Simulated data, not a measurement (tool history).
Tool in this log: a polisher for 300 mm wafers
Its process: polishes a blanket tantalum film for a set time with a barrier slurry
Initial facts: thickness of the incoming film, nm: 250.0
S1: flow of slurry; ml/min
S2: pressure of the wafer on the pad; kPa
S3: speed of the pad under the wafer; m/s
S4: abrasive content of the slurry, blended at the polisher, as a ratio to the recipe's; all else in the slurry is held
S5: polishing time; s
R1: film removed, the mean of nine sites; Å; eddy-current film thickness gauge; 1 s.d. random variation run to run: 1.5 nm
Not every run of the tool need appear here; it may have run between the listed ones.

run	hour	S1	S2	S3	S4	S5	R1
1	0.0	295	15.9	1.24	1.0	51	1189.00
2	7.7	230	15.9	1.24	1.0	51	1150.40
3	14.6	240	17.2	1.24	1.0	51	1253.50
4	17.1	240	17.2	0.98	1.0	51	993.67
5	24.7	250	18.6	1.02	1.0	51	1121.70
6	30.4	260	20.0	1.04	1.0	51	1218.90
7	38.3	265	20.7	1.08	1.0	51	1332.90
8	44.2	270	21.4	1.10	1.0	51	1385.10

Run 9 comes next. What will it give?
9	49.9	275	22.1	1.12	1.0	51	?

R1: 1464.90 Å
